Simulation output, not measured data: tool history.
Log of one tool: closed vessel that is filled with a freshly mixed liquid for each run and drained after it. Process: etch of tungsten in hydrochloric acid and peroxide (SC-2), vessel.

run	hour	temperature setpoint of the liquid (°C)	parts of water to one part each of 37 % hydrochloric acid and 30 % peroxide (parts by volume)	time in the liquid (s)	thickness taken off the tungsten on a monitor wafer (angstrom)
1	0.0	52.0	6.5	225	431.82
2	5.6	52.0	6.5	245	481.12
3	10.6	52.0	4.5	245	623.27
4	13.4	52.0	4.0	245	671.44
5	15.9	51.5	4.0	245	652.37
6	18.2	51.0	4.0	245	632.38
7	24.9	51.0	4.0	245	632.30

Run 8 comes next. What will it give?
8	30.8	47.5	4.0	245	?

{"run 8": {"thickness taken off the tungsten on a monitor wafer (angstrom)": 501.67}}
